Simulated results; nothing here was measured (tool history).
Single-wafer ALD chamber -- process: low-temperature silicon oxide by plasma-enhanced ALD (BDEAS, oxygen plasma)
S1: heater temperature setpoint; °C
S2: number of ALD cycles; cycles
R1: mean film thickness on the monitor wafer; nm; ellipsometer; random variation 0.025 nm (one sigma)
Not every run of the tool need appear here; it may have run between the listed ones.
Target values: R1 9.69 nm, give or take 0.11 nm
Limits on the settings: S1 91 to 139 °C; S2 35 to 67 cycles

run,hour,S1,S2,R1
1,0,115,51,7.7013
2,8.4,115,48,7.2368
3,12.1,115,52,7.81
4,18.6,113,53,8.0369
5,19.9,103,53,8.1961
6,26.8,112,53,8.094
7,35.6,110,54,8.2244
8,38.1,108,55,8.3827
# hour 46.6: thermocouple changed; heater temperature recalibrated
9,46.6,107,56,8.6821
10,52.8,106,57,8.8222
11,56.6,105,58,8.9781
12,65.3,104,58,8.9704

Exactly one of the 5 candidate moves below puts every result within its allowed miss. Which one?
A,74,101,64,?
B,74,108,65,?
C,74,95,63,?
D,74,93,60,?
E,74,107,65,?

move,R1
A,9.938
B,9.9564
C,10.01
D,9.6053
E,9.9759
A: takes the biggest miss from the last run beyond its target
B: takes the biggest miss from the last run beyond its target
C: takes the biggest miss from the last run beyond its target
D: meets every target
E: takes the biggest miss from the last run beyond its target
D is the move that brings every result within its allowed miss.
